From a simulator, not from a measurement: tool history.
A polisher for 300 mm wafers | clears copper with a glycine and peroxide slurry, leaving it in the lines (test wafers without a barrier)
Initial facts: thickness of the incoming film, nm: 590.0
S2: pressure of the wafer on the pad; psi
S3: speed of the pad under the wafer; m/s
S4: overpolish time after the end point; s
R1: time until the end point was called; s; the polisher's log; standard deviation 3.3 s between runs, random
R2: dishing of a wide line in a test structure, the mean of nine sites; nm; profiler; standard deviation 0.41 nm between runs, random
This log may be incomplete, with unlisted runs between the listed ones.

run 1 hour=0.0 | flow_of_slurry_(ml/min)=300 S2=2.1 S3=1.00 S4=10 | R1=128.63 R2=26.731
run 2 hour=3.1 | flow_of_slurry_(ml/min)=300 S2=2.1 S3=1.16 S4=10 | R1=114.85 R2=30.846
run 3 hour=10.2 | flow_of_slurry_(ml/min)=300 S2=1.9 S3=1.14 S4=10 | R1=125.47 R2=28.264
run 4 hour=15.5 | flow_of_slurry_(ml/min)=250 S2=1.9 S3=1.14 S4=10 | R1=124.27 R2=27.141
run 5 hour=19.6 | flow_of_slurry_(ml/min)=215 S2=1.9 S3=1.14 S4=10 | R1=125.74 R2=26.593
run 6 hour=20.9 | flow_of_slurry_(ml/min)=215 S2=1.9 S3=1.14 S4=13 | R1=131.61 R2=33.555
run 7 hour=28.6 | flow_of_slurry_(ml/min)=215 S2=1.8 S3=1.12 S4=12 | R1=136.00 R2=30.336
run 8 hour=30.1 | flow_of_slurry_(ml/min)=215 S2=1.7 S3=1.10 S4=11 | R1=145.59 R2=27.167

Run 9 is up next; what results do you expect?
run 9 hour=33.9 | flow_of_slurry_(ml/min)=215 S2=1.4 S3=1.06 S4=8 | R1=? R2=?

{"run 9": {"R1": 174.33, "R2": 17.568}}
